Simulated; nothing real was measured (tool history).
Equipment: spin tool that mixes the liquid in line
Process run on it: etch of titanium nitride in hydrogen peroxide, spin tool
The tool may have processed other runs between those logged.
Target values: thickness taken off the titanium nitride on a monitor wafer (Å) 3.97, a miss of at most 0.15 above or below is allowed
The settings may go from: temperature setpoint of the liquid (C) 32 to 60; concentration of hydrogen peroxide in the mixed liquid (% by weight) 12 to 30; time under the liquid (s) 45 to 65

run	hour	temperature setpoint of the liquid (C)	concentration of hydrogen peroxide in the mixed liquid (% by weight)	time under the liquid (s)	thickness taken off the titanium nitride on a monitor wafer (Å)
1	0	44	23	65	9.9261
2	8.5	44	20.5	65	9.7846
3	15.8	44	18.5	65	9.6022
4	19.2	44	18.5	65	9.5789
5	21.1	44	18.5	65	9.754
6	29.9	40	18.5	65	7.221
7	35.4	37	18.5	65	5.6295
8	44	35.5	18.5	65	4.9767
9	52.5	32	18.5	65	3.7464

Which single option among these 4 for the next run brings every result within its allowed miss of target? Just one does.
A	61	33.5	18	65	?
B	61	32	14.5	65	?
C	61	32	23	65	?
D	61	32	22	60	?

move	thickness taken off the titanium nitride on a monitor wafer (Å)
A	4.2102
B	3.564
C	3.9322
D	3.595
A: moves the result that the last run missed by most past its target, out the other side
B: lands further from the targets than the last run did
C: every result lands within tolerance
D: lands further from the targets than the last run did
So the answer is move C, the one that meets all the targets.
